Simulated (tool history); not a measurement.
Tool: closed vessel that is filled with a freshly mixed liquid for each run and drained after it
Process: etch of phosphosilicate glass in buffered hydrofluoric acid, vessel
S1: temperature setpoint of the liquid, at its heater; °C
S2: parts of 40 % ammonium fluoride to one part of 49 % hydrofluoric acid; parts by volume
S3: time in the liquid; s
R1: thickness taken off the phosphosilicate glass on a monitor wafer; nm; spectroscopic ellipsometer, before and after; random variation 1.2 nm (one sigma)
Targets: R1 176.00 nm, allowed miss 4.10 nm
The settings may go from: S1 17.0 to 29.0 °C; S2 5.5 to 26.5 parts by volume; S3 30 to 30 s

run,hour,S1,S2,S3,R1
1,0.0,21.0,16.0,30,141.08
2,4.3,21.0,16.0,30,139.67
3,13.6,21.0,16.0,30,140.86
4,18.7,21.0,16.0,30,142.29
5,21.6,21.5,16.0,30,145.27
6,22.6,22.0,16.0,30,149.42
7,26.1,22.5,16.0,30,151.72
8,29.5,23.0,16.0,30,156.94
9,38.8,23.5,16.0,30,162.14
10,46.9,24.5,16.0,30,170.22

4 next moves are on the table. One of them brings every result within its allowed miss. Which?
A,55.0,24.0,16.0,30,?
B,55.0,23.0,15.0,30,?
C,55.0,25.5,16.5,30,?
D,55.0,25.0,17.0,30,?

move,R1
A,167.10
B,168.52
C,175.89
D,166.24
A: further off than the last run
B: further off than the last run
C: meets every target
D: further off than the last run
Move C is the one to make.

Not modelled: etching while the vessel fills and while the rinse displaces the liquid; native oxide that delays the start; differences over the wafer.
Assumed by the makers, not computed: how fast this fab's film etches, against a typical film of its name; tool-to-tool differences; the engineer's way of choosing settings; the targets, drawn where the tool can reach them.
